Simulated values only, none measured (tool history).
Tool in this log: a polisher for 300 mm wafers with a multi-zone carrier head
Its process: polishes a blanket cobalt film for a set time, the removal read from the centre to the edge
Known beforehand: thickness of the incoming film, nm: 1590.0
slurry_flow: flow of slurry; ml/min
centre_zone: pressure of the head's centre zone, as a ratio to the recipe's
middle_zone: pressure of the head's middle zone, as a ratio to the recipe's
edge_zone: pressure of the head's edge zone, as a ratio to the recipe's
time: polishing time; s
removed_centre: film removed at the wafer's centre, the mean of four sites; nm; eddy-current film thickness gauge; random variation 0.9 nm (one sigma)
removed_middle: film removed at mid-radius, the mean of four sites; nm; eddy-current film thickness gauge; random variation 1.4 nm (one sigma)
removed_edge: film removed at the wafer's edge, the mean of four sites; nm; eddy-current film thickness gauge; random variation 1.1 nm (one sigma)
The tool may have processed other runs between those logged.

| run | day | slurry_flow | centre_zone | middle_zone | edge_zone | time | removed_centre | removed_middle | removed_edge |
|---|---|---|---|---|---|---|---|---|---|
| 1 | 0.000 | 290 | 1.00 | 1.00 | 1.00 | 40 | 144.42 | 144.94 | 144.69 |
| 2 | 0.371 | 295 | 1.01 | 1.01 | 0.98 | 38 | 136.52 | 138.92 | 142.24 |
| 3 | 0.454 | 295 | 1.01 | 1.01 | 1.01 | 38 | 138.82 | 138.28 | 139.30 |
| 4 | 0.550 | 295 | 1.01 | 0.92 | 1.01 | 38 | 142.23 | 128.17 | 140.97 |
| 5 | 0.738 | 295 | 1.01 | 0.97 | 1.01 | 38 | 139.03 | 133.13 | 136.92 |
| 6 | 0.988 | 295 | 1.03 | 0.99 | 1.03 | 36 | 136.24 | 130.21 | 134.44 |
| 7 | 1.217 | 280 | 1.05 | 1.01 | 1.05 | 34 | 130.86 | 120.64 | 128.59 |

What does the tool deliver on the next run?
| 8 | 1.579 | 295 | 1.07 | 1.02 | 1.02 | 32 | ? | ? | ? |

removed_centre: 122.19 nm
removed_middle: 114.64 nm
removed_edge: 118.29 nm

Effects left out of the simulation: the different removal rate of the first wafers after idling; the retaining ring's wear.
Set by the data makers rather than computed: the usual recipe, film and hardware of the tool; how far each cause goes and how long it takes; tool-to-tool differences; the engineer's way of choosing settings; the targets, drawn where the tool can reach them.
